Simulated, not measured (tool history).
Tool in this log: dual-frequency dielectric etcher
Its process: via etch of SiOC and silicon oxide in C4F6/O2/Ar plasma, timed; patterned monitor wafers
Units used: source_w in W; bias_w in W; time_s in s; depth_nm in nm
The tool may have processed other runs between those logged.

run	hour	source_w	bias_w	time_s	depth_nm
1	0	370	224	59.5	72.675
2	4.2	350	217	59.5	70.26
3	8.8	350	187	59.5	68.49
4	16.5	330	183	59.5	66.488
5	19.3	330	183	62	68.896
6	27.9	380	183	62	72.213
7	32.8	370	175	61.5	71.195
8	38.9	350	169	61.5	67.731

Forecast run 9:
9	47.8	340	166	61.5	?

Run 9 measured depth_nm 66.59 nm.
